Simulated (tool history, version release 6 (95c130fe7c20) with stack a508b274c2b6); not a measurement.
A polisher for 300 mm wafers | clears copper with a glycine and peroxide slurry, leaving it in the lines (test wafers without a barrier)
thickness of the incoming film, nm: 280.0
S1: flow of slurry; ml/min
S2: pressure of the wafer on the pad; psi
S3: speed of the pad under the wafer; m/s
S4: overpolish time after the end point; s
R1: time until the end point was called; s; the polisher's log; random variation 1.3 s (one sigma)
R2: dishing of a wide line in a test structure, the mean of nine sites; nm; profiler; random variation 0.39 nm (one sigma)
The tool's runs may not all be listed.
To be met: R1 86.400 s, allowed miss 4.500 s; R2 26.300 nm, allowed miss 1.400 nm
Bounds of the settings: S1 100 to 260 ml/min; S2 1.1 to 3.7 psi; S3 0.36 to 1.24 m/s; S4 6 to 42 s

run 1 hour=0.0 | S1=165 S2=2.4 S3=0.80 S4=21 | R1=66.453 R2=60.883
run 2 hour=2.5 | S1=165 S2=2.7 S3=0.80 S4=21 | R1=64.996 R2=65.801
run 3 hour=5.3 | S1=165 S2=2.9 S3=0.80 S4=21 | R1=59.218 R2=68.542
run 4 hour=13.0 | S1=165 S2=2.7 S3=0.78 S4=19 | R1=63.471 R2=60.432
run 5 hour=17.8 | S1=165 S2=3.0 S3=0.78 S4=19 | R1=59.547 R2=62.968
run 6 hour=24.1 | S1=140 S2=3.0 S3=0.78 S4=19 | R1=61.613 R2=60.737
run 7 hour=32.7 | S1=135 S2=2.8 S3=0.76 S4=17 | R1=64.743 R2=55.197
-- hour=38.7 head pressure recalibrated
run 8 hour=38.7 | S1=135 S2=2.6 S3=0.76 S4=15 | R1=70.659 R2=46.131
run 9 hour=39.2 | S1=160 S2=2.0 S3=0.80 S4=6 | R1=78.261 R2=17.478
run 10 hour=41.5 | S1=115 S2=2.4 S3=0.62 S4=11 | R1=85.816 R2=28.628
run 11 hour=44.1 | S1=125 S2=2.3 S3=0.62 S4=11 | R1=87.594 R2=28.421
run 12 hour=46.6 | S1=135 S2=2.3 S3=0.64 S4=11 | R1=83.827 R2=29.634
run 13 hour=53.7 | S1=135 S2=2.2 S3=0.66 S4=11 | R1=87.866 R2=28.805

5 next moves are on the table. One of them brings every result within its allowed miss. Which?
run A hour=60.8 | S1=115 S2=1.8 S3=0.90 S4=12 | R1=? R2=?
run B hour=60.8 | S1=115 S2=2.3 S3=0.64 S4=12 | R1=? R2=?
run C hour=60.8 | S1=100 S2=2.5 S3=0.64 S4=13 | R1=? R2=?
run D hour=60.8 | S1=185 S2=2.2 S3=0.64 S4=12 | R1=? R2=?
run E hour=60.8 | S1=110 S2=2.4 S3=0.66 S4=10 | R1=? R2=?

move=A R1=84.151 R2=31.818
move=B R1=89.135 R2=30.470
move=C R1=88.236 R2=33.097
move=D R1=83.091 R2=32.468
move=E R1=86.421 R2=26.509
A: further off than the last run
B: further off than the last run
C: further off than the last run
D: further off than the last run
E: meets every target
Answer: E

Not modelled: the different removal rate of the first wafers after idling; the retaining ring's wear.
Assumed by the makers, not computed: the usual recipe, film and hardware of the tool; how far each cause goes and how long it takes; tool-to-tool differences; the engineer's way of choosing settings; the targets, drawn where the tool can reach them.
